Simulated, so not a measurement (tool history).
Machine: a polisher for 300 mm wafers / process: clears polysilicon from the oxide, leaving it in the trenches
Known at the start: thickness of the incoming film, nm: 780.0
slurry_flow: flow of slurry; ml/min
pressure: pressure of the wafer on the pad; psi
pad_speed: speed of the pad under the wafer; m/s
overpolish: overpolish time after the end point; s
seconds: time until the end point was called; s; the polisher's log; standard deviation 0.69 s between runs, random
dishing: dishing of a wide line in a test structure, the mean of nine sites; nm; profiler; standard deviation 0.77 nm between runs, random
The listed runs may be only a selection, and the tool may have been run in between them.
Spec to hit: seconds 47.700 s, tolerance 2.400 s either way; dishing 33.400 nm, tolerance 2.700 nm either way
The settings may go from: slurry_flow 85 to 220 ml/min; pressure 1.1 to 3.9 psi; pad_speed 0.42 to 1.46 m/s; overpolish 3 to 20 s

run    day  slurry_flow  pressure  pad_speed  overpolish  seconds  dishing
  1  0.000          140       2.5       0.94          10   74.548   38.667
  2  0.342          140       2.7       0.94           8   69.739   36.201
  3  0.371          140       2.7       0.94           6   72.146   33.835
  4  0.654          125       2.7       0.94           6   68.807   33.703
  5  1.029          125       2.7       0.94           3   69.351   24.282
  6  1.133          125       2.7       0.94           3   71.725   23.722
  7  1.421          125       2.9       0.94           3   67.286   25.507
  8  1.488          125       3.1       0.96           3   61.568   24.497
  9  1.662          125       3.2       0.98           4   59.879   30.983
 10  2.012          125       3.3       1.02           4   54.367   31.241
 11  2.238          125       3.4       1.02           4   53.056   31.851

Consider the 4 candidate settings below. Which is the only one whose results all fall within their allowed miss of target?
  A  2.462          135       3.1       1.10           4        ?        ?
  B  2.462          145       3.2       1.02           4        ?        ?
  C  2.462          145       3.3       0.94           5        ?        ?
  D  2.462          145       3.2       1.20           4        ?        ?

move  seconds  dishing
   A   54.117   33.347
   B   55.377   33.029
   C   57.483   35.463
   D   48.296   34.852
A: lands further from the targets than the last run did
B: lands further from the targets than the last run did
C: lands further from the targets than the last run did
D: every result lands within tolerance
The move that meets every target is D.
